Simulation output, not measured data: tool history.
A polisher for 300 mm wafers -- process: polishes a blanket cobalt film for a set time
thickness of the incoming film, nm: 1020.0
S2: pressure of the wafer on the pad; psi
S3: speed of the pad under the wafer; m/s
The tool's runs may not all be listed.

run 1 hour=0.0 | flow_of_slurry_(ml/min)=205 S2=2.5 S3=1.26 polishing_time_(s)=63 | film_removed_(Å)=6179.0
run 2 hour=3.9 | flow_of_slurry_(ml/min)=160 S2=2.5 S3=1.26 polishing_time_(s)=63 | film_removed_(Å)=5959.2
run 3 hour=11.6 | flow_of_slurry_(ml/min)=160 S2=2.2 S3=1.26 polishing_time_(s)=63 | film_removed_(Å)=5173.4
run 4 hour=18.5 | flow_of_slurry_(ml/min)=160 S2=2.2 S3=1.26 polishing_time_(s)=63 | film_removed_(Å)=5264.7
run 5 hour=19.8 | flow_of_slurry_(ml/min)=160 S2=2.2 S3=1.26 polishing_time_(s)=66 | film_removed_(Å)=5420.5
run 6 hour=27.6 | flow_of_slurry_(ml/min)=160 S2=2.2 S3=1.14 polishing_time_(s)=66 | film_removed_(Å)=4975.6
run 7 hour=28.1 | flow_of_slurry_(ml/min)=160 S2=2.0 S3=1.14 polishing_time_(s)=66 | film_removed_(Å)=4604.3
run 8 hour=28.8 | flow_of_slurry_(ml/min)=160 S2=1.9 S3=1.14 polishing_time_(s)=66 | film_removed_(Å)=4426.1
run 9 hour=32.3 | flow_of_slurry_(ml/min)=160 S2=1.8 S3=1.14 polishing_time_(s)=66 | film_removed_(Å)=4222.5

The next listed run, before its measurement:
run 10 hour=35.0 | flow_of_slurry_(ml/min)=160 S2=1.7 S3=1.14 polishing_time_(s)=66 | film_removed_(Å)=?

Run 10 came out at film removed (Å) 3967.4.
